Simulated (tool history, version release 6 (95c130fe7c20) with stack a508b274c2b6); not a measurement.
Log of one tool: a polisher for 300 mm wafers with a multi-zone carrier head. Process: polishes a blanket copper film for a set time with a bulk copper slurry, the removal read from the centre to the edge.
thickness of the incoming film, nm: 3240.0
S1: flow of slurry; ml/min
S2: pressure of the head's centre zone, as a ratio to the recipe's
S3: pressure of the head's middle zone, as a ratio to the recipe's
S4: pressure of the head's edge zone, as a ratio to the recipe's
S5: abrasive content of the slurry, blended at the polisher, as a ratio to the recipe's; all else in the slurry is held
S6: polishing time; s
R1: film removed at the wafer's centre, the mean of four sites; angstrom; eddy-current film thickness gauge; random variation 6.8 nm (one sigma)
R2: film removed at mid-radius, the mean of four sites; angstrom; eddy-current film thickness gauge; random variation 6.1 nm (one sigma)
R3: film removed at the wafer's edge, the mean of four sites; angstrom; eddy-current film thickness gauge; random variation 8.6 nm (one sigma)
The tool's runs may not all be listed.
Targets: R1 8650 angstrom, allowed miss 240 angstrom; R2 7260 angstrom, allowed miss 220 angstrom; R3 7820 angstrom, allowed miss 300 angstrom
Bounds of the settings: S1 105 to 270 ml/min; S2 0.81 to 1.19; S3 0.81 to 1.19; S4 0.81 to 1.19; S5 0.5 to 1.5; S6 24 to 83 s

run    day   S1    S2    S3    S4    S5  S6      R1      R2      R3
  1      0  175     1     1     1     1  53  7593.3  7891.1  8047.6
  2  0.088  180  1.03  0.97  0.98     1  53  7806.3    7761  7851.6
  3  0.229  180  1.03  1.03  0.98     1  53  7777.8  8037.6  7909.3
  4  0.308  180  1.03  1.03   0.9     1  53  7866.4  8082.2  7660.7
  5  0.392  180  1.03  1.03   0.9   0.8  53    7642  7911.1  7331.9
  6  0.467  185  1.06  0.99  0.93  0.85  53  7895.8  7633.1  7553.6
  7  0.538  190  1.08  0.97  0.94  0.85  53  8218.5  7604.5  7595.3
  8  0.633  190  1.09  0.95  0.96  0.85  53  8141.7  7378.7    7742
  9   0.75  195   1.1  0.94  0.96  0.85  53  8157.5  7415.2    7631
 10   0.95  195  1.12  0.93  0.97  0.85  53  8299.9  7464.8  7817.6
 11  1.221  205  1.16  0.87  0.93  0.85  53  8683.9  7035.9  7620.8

Which of these 5 next moves meets every target?
  A  1.492  185  1.13  0.88  0.91   0.8  56   ?   ?   ?
  B  1.492  195  1.19  0.83  0.92   0.5  58   ?   ?   ?
  C  1.492  210  1.19  0.85  0.96  0.85  52   ?   ?   ?
  D  1.492  205  1.15  0.95  0.84  0.85  54   ?   ?   ?
  E  1.492  195  1.16  0.87  0.94  0.95  51   ?   ?   ?

move      R1      R2      R3
   A  8698.5  7266.9    7791
   B  8937.2  6838.6  7722.9
   C  8654.2    6742  7598.6
   D  8730.5  7653.4  7377.1
   E  8352.4  6770.4  7428.1
A: meets every target
B: further off than the last run
C: further off than the last run
D: takes the result that was furthest off past its target
E: further off than the last run
Move A is the one to make.

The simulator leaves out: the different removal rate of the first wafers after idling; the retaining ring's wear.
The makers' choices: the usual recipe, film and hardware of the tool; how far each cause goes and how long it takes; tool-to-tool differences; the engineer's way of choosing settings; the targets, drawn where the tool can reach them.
